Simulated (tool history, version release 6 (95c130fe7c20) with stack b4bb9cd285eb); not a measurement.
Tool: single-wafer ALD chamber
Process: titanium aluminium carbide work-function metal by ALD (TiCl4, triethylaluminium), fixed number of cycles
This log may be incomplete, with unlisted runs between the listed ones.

| run | hour | heater temperature setpoint (K) | triethylaluminium pulse time (s) | mean film thickness on the monitor wafer (Å) |
|---|---|---|---|---|
| 1 | 0.0 | 573.15 | 11.48 | 18.538 |
| 2 | 2.0 | 569.15 | 10.40 | 17.795 |
| 3 | 10.7 | 566.15 | 9.97 | 17.379 |
| 4 | 15.0 | 564.15 | 9.67 | 16.838 |
| 5 | 19.8 | 560.15 | 9.67 | 16.591 |
| 6 | 21.8 | 559.15 | 9.53 | 16.257 |
|  | 28.8 | triethylaluminium bottle replaced |
| 7 | 28.8 | 558.15 | 9.46 | 17.249 |
| 8 | 33.9 | 557.15 | 8.68 | 16.846 |
| 9 | 42.9 | 556.15 | 10.17 | 17.185 |
| 10 | 51.2 | 556.15 | 9.56 | 17.087 |
| 11 | 57.7 | 556.15 | 8.87 | 16.648 |
| 12 | 61.7 | 555.15 | 8.29 | 16.407 |
| 13 | 62.6 | 549.15 | 4.62 | 10.283 |
| 14 | 71.4 | 549.15 | 4.62 | 10.314 |
| 15 | 72.4 | 551.15 | 5.16 | 11.949 |

Predict the results of run 16:
| 16 | 78.9 | 555.15 | 5.44 | ? |

mean film thickness on the monitor wafer (Å): 12.856
